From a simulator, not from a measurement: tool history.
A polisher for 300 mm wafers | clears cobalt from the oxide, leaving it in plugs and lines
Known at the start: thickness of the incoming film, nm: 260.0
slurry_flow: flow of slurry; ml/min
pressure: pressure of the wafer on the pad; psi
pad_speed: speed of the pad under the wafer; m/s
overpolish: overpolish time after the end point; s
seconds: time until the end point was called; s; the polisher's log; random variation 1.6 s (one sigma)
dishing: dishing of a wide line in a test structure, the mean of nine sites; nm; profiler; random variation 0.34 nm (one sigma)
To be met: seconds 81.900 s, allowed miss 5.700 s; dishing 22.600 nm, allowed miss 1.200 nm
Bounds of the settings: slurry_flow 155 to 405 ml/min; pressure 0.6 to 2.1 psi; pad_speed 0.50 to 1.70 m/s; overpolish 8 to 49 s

run,hour,slurry_flow,pressure,pad_speed,overpolish,seconds,dishing
1,0.0,260,1.3,1.10,25,67.054,39.910
2,3.2,260,1.3,0.84,25,84.797,36.743
3,10.0,205,1.3,0.84,25,88.413,36.818
4,15.1,205,1.0,0.84,25,117.140,34.016
5,19.3,255,1.1,0.76,21,114.130,31.446
6,20.8,205,1.1,0.76,21,111.600,30.434
7,26.6,195,1.2,0.70,18,117.710,27.628
8,35.2,190,1.4,0.66,16,108.660,27.909

4 next moves are on the table. One of them brings every result within its allowed miss. Which?
A,43.8,195,1.9,0.72,8,?,?
B,43.8,155,1.6,0.68,8,?,?
C,43.8,160,1.0,0.52,46,?,?
D,43.8,265,1.6,0.72,9,?,?

move,seconds,dishing
A,69.028,22.750
B,89.253,19.063
C,180.430,35.179
D,78.779,22.567
A: takes the result that was furthest off past its target
B: nearer than the last run, and not there yet
C: further off than the last run
D: meets every target
The right move is D.
